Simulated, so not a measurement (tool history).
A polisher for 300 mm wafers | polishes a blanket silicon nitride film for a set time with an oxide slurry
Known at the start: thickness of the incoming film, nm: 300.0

| run | hour | flow of slurry (ml/min) | pressure of the wafer on the pad (psi) | speed of the pad under the wafer (cm/s) | abrasive content of the slurry | polishing time (s) | film removed (nm) |
|---|---|---|---|---|---|---|---|
| 1 | 0 | 205 | 3.9 | 114 | 1 | 64 | 48.616 |
| 2 | 8.6 | 205 | 3.9 | 114 | 0.8 | 64 | 41.65 |
| 3 | 12 | 205 | 3.9 | 114 | 0.8 | 64 | 40.821 |
| 4 | 14.6 | 200 | 3.5 | 112 | 0.8 | 64 | 36.277 |
| 5 | 21.3 | 200 | 3.5 | 94 | 0.8 | 64 | 32.435 |
| 6 | 25.1 | 200 | 3.5 | 70 | 0.8 | 64 | 25.896 |

Run 7 comes next. What will it give?
| 7 | 33.5 | 195 | 3.4 | 70 | 0.8 | 64 | ? |

film removed (nm): 25.256
